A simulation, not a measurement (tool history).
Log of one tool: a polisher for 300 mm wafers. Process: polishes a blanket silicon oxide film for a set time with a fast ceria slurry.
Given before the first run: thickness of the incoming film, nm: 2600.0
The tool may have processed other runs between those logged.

| run | hour | flow of slurry (ml/min) | pressure of the wafer on the pad (psi) | speed of the pad under the wafer (cm/s) | polishing time (s) | film removed (nm) |
|---|---|---|---|---|---|---|
| 1 | 0 | 240 | 2 | 104 | 90 | 941.69 |
| 2 | 1.9 | 240 | 1.8 | 104 | 90 | 842.92 |
| 3 | 5.7 | 240 | 1.8 | 124 | 90 | 953.28 |
| 4 | 12.2 | 240 | 2.1 | 124 | 90 | 1099.5 |
| 5 | 19.4 | 240 | 2 | 124 | 90 | 1033 |
| 6 | 22.2 | 240 | 1.9 | 124 | 90 | 994 |
| 7 | 28.4 | 240 | 1.8 | 124 | 90 | 944.56 |
| 8 | 30 | 240 | 1.7 | 124 | 90 | 906.56 |
| 9 | 31.6 | 240 | 1.6 | 124 | 90 | 855.13 |

For run 10, what comes out?
| 10 | 39.7 | 240 | 1.6 | 124 | 90 | ? |

film removed (nm): 843.4
